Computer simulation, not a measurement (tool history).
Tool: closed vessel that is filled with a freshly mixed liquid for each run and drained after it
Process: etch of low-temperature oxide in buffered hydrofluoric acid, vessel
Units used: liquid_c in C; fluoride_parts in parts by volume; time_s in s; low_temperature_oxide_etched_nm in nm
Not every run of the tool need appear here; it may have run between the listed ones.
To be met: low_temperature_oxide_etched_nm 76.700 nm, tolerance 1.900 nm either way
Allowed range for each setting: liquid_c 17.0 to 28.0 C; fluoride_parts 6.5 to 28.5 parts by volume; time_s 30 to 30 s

run    day  liquid_c  fluoride_parts  time_s  low_temperature_oxide_etched_nm
  1  0.000      20.0            17.5      30                           27.568
  2  0.212      21.5            15.5      30                           33.752
  3  0.579      23.0            14.0      30                           39.589
  4  0.796      24.0            12.5      30                           47.053
  5  1.054      25.0            11.5      30                           54.613
  6  1.112      25.0            13.0      30                           47.628
  7  1.254      25.5            12.0      30                           53.541
  8  1.546      26.0            11.5      30                           57.369
  9  1.846      26.5            11.0      30                           61.873
 10  2.117      27.0            10.5      30                           65.973
 11  2.412      27.0            10.0      30                           69.711
 12  2.529      27.5             9.5      30                           73.671

Below are 4 possible settings for the next run. Only one of them brings all results inside the allowed miss of their targets. Which is it?
  A  2.646      26.5             8.5      30                                ?
  B  2.646      27.5             8.5      30                                ?
  C  2.646      27.0            10.0      30                                ?
  D  2.646      26.5             9.5      30                                ?

move  low_temperature_oxide_etched_nm
   A                           76.646
   B                           80.852
   C                           69.250
   D                           69.633
A: hits every target within its allowed miss
B: carries the result that was furthest off beyond its target, to the other side
C: the biggest miss grows against the last run
D: the biggest miss grows against the last run
A is the move that brings every result within its allowed miss.

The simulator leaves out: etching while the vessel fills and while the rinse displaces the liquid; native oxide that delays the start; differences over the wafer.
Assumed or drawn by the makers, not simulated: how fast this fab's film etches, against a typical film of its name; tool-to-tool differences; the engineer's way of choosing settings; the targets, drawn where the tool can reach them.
